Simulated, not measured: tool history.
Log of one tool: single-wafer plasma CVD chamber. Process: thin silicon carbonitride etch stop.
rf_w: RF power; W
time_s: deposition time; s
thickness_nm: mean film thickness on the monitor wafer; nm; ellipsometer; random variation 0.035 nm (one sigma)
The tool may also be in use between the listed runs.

Run 1, hour 0.0: rf_w 200 W, time_s 20.4 s. Result: thickness_nm 12.1340 nm.
Run 2, hour 1.3: rf_w 185 W, time_s 19.0 s. Result: thickness_nm 11.0100 nm.
Run 3, hour 5.8: rf_w 185 W, time_s 20.1 s. Result: thickness_nm 11.6220 nm.
Run 4, hour 11.7: rf_w 170 W, time_s 19.0 s. Result: thickness_nm 10.6980 nm.
Run 5, hour 17.1: rf_w 170 W, time_s 20.6 s. Result: thickness_nm 11.5710 nm.
Run 6, hour 24.3: rf_w 170 W, time_s 19.3 s. Result: thickness_nm 10.9380 nm.
Run 7, hour 29.6: rf_w 140 W, time_s 16.0 s. Result: thickness_nm 8.3686 nm.

Forecast run 8:
Run 8, hour 33.0: rf_w 150 W, time_s 16.1 s. Result: thickness_nm ?.

thickness_nm: 8.6733 nm
